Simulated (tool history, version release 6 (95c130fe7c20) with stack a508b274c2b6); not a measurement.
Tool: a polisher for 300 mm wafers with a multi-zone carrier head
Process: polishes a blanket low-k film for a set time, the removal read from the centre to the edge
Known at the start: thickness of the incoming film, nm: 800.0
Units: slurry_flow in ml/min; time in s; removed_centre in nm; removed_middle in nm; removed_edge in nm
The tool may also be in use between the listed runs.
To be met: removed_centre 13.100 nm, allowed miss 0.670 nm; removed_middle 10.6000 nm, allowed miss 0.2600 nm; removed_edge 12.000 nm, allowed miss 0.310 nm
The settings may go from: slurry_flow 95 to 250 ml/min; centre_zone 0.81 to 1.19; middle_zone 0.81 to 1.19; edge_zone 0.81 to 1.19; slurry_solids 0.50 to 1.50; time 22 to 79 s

run 1 hour=0.0 | slurry_flow=160 centre_zone=1.00 middle_zone=1.00 edge_zone=1.00 slurry_solids=1.00 time=50 | removed_centre=21.242 removed_middle=21.9070 removed_edge=21.915
run 2 hour=4.9 | slurry_flow=155 centre_zone=1.01 middle_zone=0.98 edge_zone=0.99 slurry_solids=0.95 time=48 | removed_centre=20.750 removed_middle=20.0340 removed_edge=20.324
run 3 hour=6.8 | slurry_flow=140 centre_zone=1.01 middle_zone=0.98 edge_zone=0.99 slurry_solids=0.95 time=48 | removed_centre=20.461 removed_middle=19.6640 removed_edge=20.191
run 4 hour=8.6 | slurry_flow=140 centre_zone=1.01 middle_zone=0.98 edge_zone=0.99 slurry_solids=0.85 time=48 | removed_centre=19.135 removed_middle=18.8350 removed_edge=19.332
run 5 hour=15.3 | slurry_flow=135 centre_zone=1.01 middle_zone=0.96 edge_zone=0.98 slurry_solids=0.80 time=47 | removed_centre=18.668 removed_middle=17.7760 removed_edge=18.300
run 6 hour=20.6 | slurry_flow=130 centre_zone=1.01 middle_zone=0.94 edge_zone=0.98 slurry_solids=0.75 time=46 | removed_centre=17.172 removed_middle=16.3270 removed_edge=17.276
run 7 hour=28.1 | slurry_flow=125 centre_zone=1.01 middle_zone=0.93 edge_zone=0.97 slurry_solids=0.70 time=45 | removed_centre=16.507 removed_middle=15.2400 removed_edge=16.334
run 8 hour=37.1 | slurry_flow=125 centre_zone=1.01 middle_zone=0.92 edge_zone=0.96 slurry_solids=0.70 time=44 | removed_centre=16.150 removed_middle=14.8770 removed_edge=15.758
run 9 hour=38.9 | slurry_flow=100 centre_zone=1.06 middle_zone=0.82 edge_zone=0.92 slurry_solids=0.50 time=36 | removed_centre=11.550 removed_middle=9.3109 removed_edge=10.907

5 next moves are on the table. One of them brings every result within its allowed miss. Which?
run A hour=40.7 | slurry_flow=120 centre_zone=1.19 middle_zone=0.82 edge_zone=0.84 slurry_solids=0.70 time=33 | removed_centre=? removed_middle=? removed_edge=?
run B hour=40.7 | slurry_flow=115 centre_zone=1.02 middle_zone=1.04 edge_zone=0.83 slurry_solids=0.55 time=33 | removed_centre=? removed_middle=? removed_edge=?
run C hour=40.7 | slurry_flow=100 centre_zone=1.19 middle_zone=0.87 edge_zone=0.86 slurry_solids=0.50 time=40 | removed_centre=? removed_middle=? removed_edge=?
run D hour=40.7 | slurry_flow=100 centre_zone=1.10 middle_zone=0.85 edge_zone=0.91 slurry_solids=0.50 time=40 | removed_centre=? removed_middle=? removed_edge=?
run E hour=40.7 | slurry_flow=165 centre_zone=1.09 middle_zone=0.86 edge_zone=0.92 slurry_solids=0.55 time=34 | removed_centre=? removed_middle=? removed_edge=?

move=A removed_centre=13.794 removed_middle=10.0670 removed_edge=11.311
move=B removed_centre=10.650 removed_middle=11.0710 removed_edge=10.135
move=C removed_centre=14.045 removed_middle=10.8120 removed_edge=11.814
move=D removed_centre=12.974 removed_middle=10.6120 removed_edge=12.125
move=E removed_centre=12.561 removed_middle=10.3400 removed_edge=11.459
A: nearer than the last run, and not there yet
B: takes the result that was furthest off past its target
C: brings the result that was furthest off to its target, and leaves another outside
D: meets every target
E: brings the result that was furthest off to its target, and leaves another outside
Answer: D
